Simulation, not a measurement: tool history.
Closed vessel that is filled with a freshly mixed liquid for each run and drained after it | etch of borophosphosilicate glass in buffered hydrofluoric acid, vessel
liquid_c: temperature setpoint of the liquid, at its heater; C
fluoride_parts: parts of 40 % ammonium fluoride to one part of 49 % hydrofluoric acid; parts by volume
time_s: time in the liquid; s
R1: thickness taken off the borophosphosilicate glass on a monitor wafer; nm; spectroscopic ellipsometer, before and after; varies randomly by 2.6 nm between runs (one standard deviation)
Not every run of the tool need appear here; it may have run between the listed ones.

Run 1, day 0.000: liquid_c 24.0 C, fluoride_parts 9.5 parts by volume, time_s 95 s. Result: R1 117.72 nm.
Run 2, day 0.308: liquid_c 24.0 C, fluoride_parts 7.5 parts by volume, time_s 95 s. Result: R1 146.22 nm.
Run 3, day 0.417: liquid_c 24.0 C, fluoride_parts 7.5 parts by volume, time_s 105 s. Result: R1 159.92 nm.
Run 4, day 0.575: liquid_c 26.5 C, fluoride_parts 7.0 parts by volume, time_s 105 s. Result: R1 199.29 nm.
Run 5, day 0.821: liquid_c 26.5 C, fluoride_parts 7.0 parts by volume, time_s 105 s. Result: R1 198.68 nm.
At day 1.183: hydrofluoric acid flow meter replaced.
Run 6, day 1.183: liquid_c 26.5 C, fluoride_parts 9.5 parts by volume, time_s 105 s. Result: R1 156.18 nm.
Run 7, day 1.358: liquid_c 28.5 C, fluoride_parts 8.5 parts by volume, time_s 105 s. Result: R1 192.38 nm.

Run 8 is up next; what results do you expect?
Run 8, day 1.429: liquid_c 28.5 C, fluoride_parts 8.5 parts by volume, time_s 105 s. Result: R1 ?.

{"run 8": {"R1": 196.54}}
